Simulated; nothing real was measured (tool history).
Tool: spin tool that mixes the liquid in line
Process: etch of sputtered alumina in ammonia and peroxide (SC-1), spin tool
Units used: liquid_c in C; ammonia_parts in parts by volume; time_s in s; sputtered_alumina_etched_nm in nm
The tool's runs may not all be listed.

| run | hour | liquid_c | ammonia_parts | time_s | sputtered_alumina_etched_nm |
|---|---|---|---|---|---|
| 1 | 0.0 | 50.0 | 0.40 | 95 | 5.8164 |
| 2 | 4.4 | 55.5 | 0.40 | 95 | 7.8144 |
| 3 | 5.2 | 53.0 | 0.40 | 95 | 6.8226 |
| 4 | 8.9 | 53.0 | 0.45 | 95 | 6.8642 |
| 5 | 14.9 | 46.0 | 0.45 | 95 | 4.6990 |
| 6 | 21.5 | 44.0 | 0.45 | 90 | 3.9950 |

Run 7 has not been measured yet. What should we expect?
| 7 | 24.0 | 42.5 | 0.45 | 90 | ? |

Logged for run 7: sputtered_alumina_etched_nm 3.6303 nm.
